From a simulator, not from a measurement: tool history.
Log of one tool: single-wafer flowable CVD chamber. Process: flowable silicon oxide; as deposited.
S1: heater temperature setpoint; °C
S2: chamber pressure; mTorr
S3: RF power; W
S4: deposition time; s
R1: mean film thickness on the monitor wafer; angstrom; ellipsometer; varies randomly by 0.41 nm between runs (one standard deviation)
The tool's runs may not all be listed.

Run 1, hour 0.0: S1 90 °C, S2 578 mTorr, S3 1735 W, S4 312 s. Result: R1 1678.9 angstrom.
Run 2, hour 4.5: S1 90 °C, S2 578 mTorr, S3 1735 W, S4 323 s. Result: R1 1732.1 angstrom.
Run 3, hour 10.8: S1 90 °C, S2 578 mTorr, S3 1735 W, S4 312 s. Result: R1 1665.1 angstrom.
Run 4, hour 19.0: S1 90 °C, S2 578 mTorr, S3 1620 W, S4 312 s. Result: R1 1644.1 angstrom.
At hour 27.2: capacitance manometer re-zeroed and calibrated.
Run 5, hour 27.2: S1 95 °C, S2 577 mTorr, S3 1620 W, S4 312 s. Result: R1 1451.4 angstrom.
Run 6, hour 35.0: S1 95 °C, S2 577 mTorr, S3 1620 W, S4 323 s. Result: R1 1501.5 angstrom.
Run 7, hour 41.7: S1 99 °C, S2 565 mTorr, S3 1620 W, S4 323 s. Result: R1 1260.3 angstrom.

Run 8, settings as shown, results not yet in. Your forecast:
Run 8, hour 47.6: S1 102 °C, S2 564 mTorr, S3 1620 W, S4 323 s. Result: R1 ?.

Run 8 produced R1 1128.9 angstrom.
